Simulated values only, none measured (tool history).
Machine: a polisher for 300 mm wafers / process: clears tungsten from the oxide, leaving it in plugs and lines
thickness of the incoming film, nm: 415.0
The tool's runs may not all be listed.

run    day  flow of slurry (ml/min)  pressure of the wafer on the pad (kPa)  speed of the pad under the wafer (cm/s)  abrasive content of the slurry  overpolish time after the end point (s)  time until the end point was called (s)
  1      0                      230                                    23.4                                      108                               1                                       39                                   72.837
  2  0.358                      230                                    22.1                                      108                               1                                       39                                   76.825
  3  0.412                      255                                    22.1                                      108                               1                                       39                                   75.928
  4  0.654                      250                                    21.4                                      108                               1                                       39                                   78.467
     0.679  -- slurry nozzle cleaned
  5  0.679                      250                                    21.4                                      108                            1.15                                       39                                   74.579
  6  1.008                      250                                    21.4                                      108                            1.15                                       42                                   73.225
  7  1.371                      245                                      20                                      108                            1.15                                       42                                   80.016

Run 8 is up next; what results do you expect?
  8  1.467                      235                                      20                                      108                            1.15                                       42                                        ?

{"run 8": {"time until the end point was called (s)": 78.67}}

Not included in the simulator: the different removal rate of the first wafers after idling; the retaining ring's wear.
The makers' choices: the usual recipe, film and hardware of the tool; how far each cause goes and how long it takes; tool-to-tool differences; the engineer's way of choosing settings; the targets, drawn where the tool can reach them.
